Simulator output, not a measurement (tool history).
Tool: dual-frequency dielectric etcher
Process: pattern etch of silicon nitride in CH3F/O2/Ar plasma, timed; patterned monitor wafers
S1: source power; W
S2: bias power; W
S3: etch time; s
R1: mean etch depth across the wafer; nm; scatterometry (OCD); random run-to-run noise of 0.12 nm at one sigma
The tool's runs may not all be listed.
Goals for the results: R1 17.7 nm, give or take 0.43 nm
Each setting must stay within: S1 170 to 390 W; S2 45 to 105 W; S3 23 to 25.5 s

run  hour   S1  S2    S3      R1
  1     0  280  75  25.5  15.462
  2   6.9  260  75  25.5  15.114
  3  15.2  260  75  25.5  14.938
  4  16.7  260  75    23  13.828
  5  23.1  260  75  25.5  15.261
  6  30.1  280  79  25.5  15.885
  7  36.1  290  80  25.5  16.328
  8  39.4  300  80  25.5  16.576
  9  41.2  310  80  25.5  16.629
 10  43.2  320  81  25.5  17.078

Next run, 4 choices. One meets every target within its allowed miss, the rest don't. Which?
  A  45.2  350  74  25   ?
  B  45.2  310  84  25   ?
  C  45.2  360  78  24   ?
  D  45.2  310  96  25   ?

move      R1
   A  16.568
   B  16.777
   C  16.466
   D  17.836
A: its largest miss is bigger than the last run's
B: its largest miss is bigger than the last run's
C: its largest miss is bigger than the last run's
D: all results in spec
The right move is D.

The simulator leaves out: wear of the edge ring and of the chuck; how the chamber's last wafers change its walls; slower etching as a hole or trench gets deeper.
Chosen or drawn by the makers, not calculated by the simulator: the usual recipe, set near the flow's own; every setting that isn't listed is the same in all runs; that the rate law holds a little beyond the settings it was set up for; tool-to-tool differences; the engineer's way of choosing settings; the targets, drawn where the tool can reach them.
